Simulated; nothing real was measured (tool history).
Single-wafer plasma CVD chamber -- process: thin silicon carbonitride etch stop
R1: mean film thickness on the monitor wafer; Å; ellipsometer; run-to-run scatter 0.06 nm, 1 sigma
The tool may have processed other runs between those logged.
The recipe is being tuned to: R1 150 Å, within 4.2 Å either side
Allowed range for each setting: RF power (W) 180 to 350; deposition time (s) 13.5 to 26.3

Run 1, hour 0: RF power (W) 265, deposition time (s) 19.9. Result: R1 127.48 Å.
Run 2, hour 8.3: RF power (W) 290, deposition time (s) 19.9. Result: R1 130.55 Å.
Run 3, hour 9.8: RF power (W) 290, deposition time (s) 17.3. Result: R1 112.58 Å.
Run 4, hour 12.7: RF power (W) 295, deposition time (s) 18.4. Result: R1 119.94 Å.
Run 5, hour 14.7: RF power (W) 300, deposition time (s) 19.3. Result: R1 126.25 Å.
Run 6, hour 17.1: RF power (W) 330, deposition time (s) 19.3. Result: R1 129.79 Å.
Run 7, hour 22.3: RF power (W) 330, deposition time (s) 19.9. Result: R1 134.07 Å.
Run 8, hour 28.8: RF power (W) 330, deposition time (s) 19.9. Result: R1 134.09 Å.
Run 9, hour 32.9: RF power (W) 330, deposition time (s) 20.4. Result: R1 136.83 Å.
Run 10, hour 37.4: RF power (W) 330, deposition time (s) 20.8. Result: R1 139.68 Å.
Run 11, hour 40.2: RF power (W) 330, deposition time (s) 21.1. Result: R1 141.9 Å.
Run 12, hour 48.8: RF power (W) 330, deposition time (s) 21.3. Result: R1 143.16 Å.
Run 13, hour 49.3: RF power (W) 330, deposition time (s) 21.5. Result: R1 144.37 Å.

Pick the move, out of 4, that brings all results within their allowed miss; only one does.
Run A, hour 49.8: RF power (W) 350, deposition time (s) 20.3. Result: R1 ?.
Run B, hour 49.8: RF power (W) 305, deposition time (s) 21.1. Result: R1 ?.
Run C, hour 49.8: RF power (W) 330, deposition time (s) 20.6. Result: R1 ?.
Run D, hour 49.8: RF power (W) 345, deposition time (s) 22.3. Result: R1 ?.

move      R1
   A  139.08
   B   139.6
   C  139.03
   D  152.22
A: further off than the last run
B: further off than the last run
C: further off than the last run
D: every result within its allowed miss
Go with D: it meets all targets.

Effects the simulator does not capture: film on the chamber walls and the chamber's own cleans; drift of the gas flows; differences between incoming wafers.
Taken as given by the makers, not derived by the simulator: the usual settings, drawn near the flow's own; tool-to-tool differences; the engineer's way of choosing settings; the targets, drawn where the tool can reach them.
